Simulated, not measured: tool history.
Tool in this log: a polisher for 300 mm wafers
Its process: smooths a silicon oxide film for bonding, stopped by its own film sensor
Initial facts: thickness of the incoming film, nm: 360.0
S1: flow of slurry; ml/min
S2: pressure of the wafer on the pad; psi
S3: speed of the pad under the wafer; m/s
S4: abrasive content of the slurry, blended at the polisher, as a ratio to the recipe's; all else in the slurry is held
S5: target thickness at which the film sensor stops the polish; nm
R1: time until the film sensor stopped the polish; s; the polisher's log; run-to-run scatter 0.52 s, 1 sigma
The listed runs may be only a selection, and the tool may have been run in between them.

| run | day | S1 | S2 | S3 | S4 | S5 | R1 |
|---|---|---|---|---|---|---|---|
| 1 | 0.000 | 255 | 1.9 | 0.94 | 1.0 | 336 | 36.812 |
| 2 | 0.092 | 255 | 1.9 | 0.86 | 1.0 | 336 | 40.988 |
| 3 | 0.333 | 255 | 2.0 | 0.88 | 1.0 | 336 | 38.739 |
| 4 | 0.492 | 205 | 2.0 | 0.88 | 1.0 | 336 | 38.392 |
| 5 | 0.821 | 205 | 2.1 | 0.90 | 1.0 | 336 | 37.311 |
| 6 | 0.858 | 205 | 2.2 | 0.92 | 1.0 | 336 | 35.064 |

Estimate the outcome of run 7 from the log above:
|  | 0.912 | worn pad replaced by a new one |
| 7 | 0.912 | 205 | 2.3 | 0.94 | 1.0 | 336 | ? |

Run 7 measured R1 29.927 s.

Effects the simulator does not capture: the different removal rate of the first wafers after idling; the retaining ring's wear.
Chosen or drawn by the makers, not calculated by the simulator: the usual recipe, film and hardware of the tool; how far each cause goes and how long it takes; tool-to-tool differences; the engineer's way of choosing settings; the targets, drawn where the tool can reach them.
